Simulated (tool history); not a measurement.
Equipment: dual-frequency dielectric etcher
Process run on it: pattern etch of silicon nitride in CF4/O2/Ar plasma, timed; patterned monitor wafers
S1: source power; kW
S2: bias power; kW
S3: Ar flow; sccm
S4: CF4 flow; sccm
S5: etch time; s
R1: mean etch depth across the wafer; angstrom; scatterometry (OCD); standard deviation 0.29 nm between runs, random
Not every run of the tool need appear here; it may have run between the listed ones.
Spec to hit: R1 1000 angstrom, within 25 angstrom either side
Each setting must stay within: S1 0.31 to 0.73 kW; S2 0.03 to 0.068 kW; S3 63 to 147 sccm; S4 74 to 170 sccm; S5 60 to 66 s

Run 1, day 0: S1 0.52 kW, S2 0.049 kW, S3 105 sccm, S4 122 sccm, S5 66 s. Result: R1 1222 angstrom.
Run 2, day 0.162: S1 0.52 kW, S2 0.049 kW, S3 120 sccm, S4 122 sccm, S5 66 s. Result: R1 1198.6 angstrom.
Run 3, day 0.342: S1 0.49 kW, S2 0.049 kW, S3 120 sccm, S4 122 sccm, S5 66 s. Result: R1 1133.6 angstrom.
Run 4, day 0.596: S1 0.47 kW, S2 0.049 kW, S3 120 sccm, S4 122 sccm, S5 66 s. Result: R1 1090.5 angstrom.
Run 5, day 0.933: S1 0.38 kW, S2 0.049 kW, S3 120 sccm, S4 122 sccm, S5 66 s. Result: R1 901.87 angstrom.
Run 6, day 1.046: S1 0.38 kW, S2 0.049 kW, S3 128 sccm, S4 122 sccm, S5 66 s. Result: R1 901.75 angstrom.
Run 7, day 1.138: S1 0.39 kW, S2 0.049 kW, S3 128 sccm, S4 122 sccm, S5 66 s. Result: R1 912.97 angstrom.
Run 8, day 1.204: S1 0.39 kW, S2 0.049 kW, S3 128 sccm, S4 122 sccm, S5 66 s. Result: R1 918.58 angstrom.
Run 9, day 1.275: S1 0.4 kW, S2 0.049 kW, S3 128 sccm, S4 122 sccm, S5 66 s. Result: R1 937.03 angstrom.
Run 10, day 1.558: S1 0.41 kW, S2 0.049 kW, S3 128 sccm, S4 122 sccm, S5 66 s. Result: R1 956.3 angstrom.

Below are 4 possible settings for the next run. Only one of them brings all results inside the allowed miss of their targets. Which is it?
Run A, day 1.842: S1 0.42 kW, S2 0.053 kW, S3 122 sccm, S4 129 sccm, S5 65 s. Result: R1 ?.
Run B, day 1.842: S1 0.45 kW, S2 0.048 kW, S3 136 sccm, S4 136 sccm, S5 61 s. Result: R1 ?.
Run C, day 1.842: S1 0.41 kW, S2 0.051 kW, S3 124 sccm, S4 110 sccm, S5 61 s. Result: R1 ?.
Run D, day 1.842: S1 0.41 kW, S2 0.049 kW, S3 82 sccm, S4 120 sccm, S5 61 s. Result: R1 ?.

move      R1
   A  997.71
   B  955.49
   C  890.11
   D  942.37
A: all results in spec
B: just as far off the targets as the last run
C: lands further from the targets than the last run did
D: lands further from the targets than the last run did
So the answer is move A, the one that meets all the targets.

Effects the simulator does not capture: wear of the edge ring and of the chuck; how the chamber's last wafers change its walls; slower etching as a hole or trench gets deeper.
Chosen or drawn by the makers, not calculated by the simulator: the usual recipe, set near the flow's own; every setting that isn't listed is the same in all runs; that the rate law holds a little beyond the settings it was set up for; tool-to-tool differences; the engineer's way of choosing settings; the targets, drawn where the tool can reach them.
